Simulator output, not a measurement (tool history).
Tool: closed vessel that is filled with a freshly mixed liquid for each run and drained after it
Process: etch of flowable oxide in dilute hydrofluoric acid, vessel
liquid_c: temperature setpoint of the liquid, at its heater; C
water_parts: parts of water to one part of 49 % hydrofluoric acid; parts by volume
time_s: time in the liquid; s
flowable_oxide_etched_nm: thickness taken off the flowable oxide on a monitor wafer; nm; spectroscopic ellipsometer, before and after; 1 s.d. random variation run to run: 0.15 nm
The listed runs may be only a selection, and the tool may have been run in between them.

Run 1, hour 0: liquid_c 20 C, water_parts 40 parts by volume, time_s 30 s. Result: flowable_oxide_etched_nm 17.36 nm.
Run 2, hour 7.7: liquid_c 20 C, water_parts 55 parts by volume, time_s 30 s. Result: flowable_oxide_etched_nm 12.415 nm.
Run 3, hour 11.8: liquid_c 23 C, water_parts 55 parts by volume, time_s 30 s. Result: flowable_oxide_etched_nm 14.062 nm.
Run 4, hour 14.3: liquid_c 23 C, water_parts 60 parts by volume, time_s 30 s. Result: flowable_oxide_etched_nm 12.928 nm.
Run 5, hour 19.9: liquid_c 24.5 C, water_parts 50 parts by volume, time_s 30 s. Result: flowable_oxide_etched_nm 16.6 nm.
Run 6, hour 26.9: liquid_c 24.5 C, water_parts 35 parts by volume, time_s 30 s. Result: flowable_oxide_etched_nm 24.113 nm.
Run 7, hour 29.1: liquid_c 25.5 C, water_parts 35 parts by volume, time_s 30 s. Result: flowable_oxide_etched_nm 25.122 nm.
Run 8, hour 35.9: liquid_c 26 C, water_parts 35 parts by volume, time_s 30 s. Result: flowable_oxide_etched_nm 25.92 nm.
Run 9, hour 37.1: liquid_c 26.5 C, water_parts 35 parts by volume, time_s 30 s. Result: flowable_oxide_etched_nm 26.287 nm.

Predict the results of run 10:
Run 10, hour 43.7: liquid_c 27 C, water_parts 35 parts by volume, time_s 30 s. Result: flowable_oxide_etched_nm ?.

flowable_oxide_etched_nm: 26.941 nm
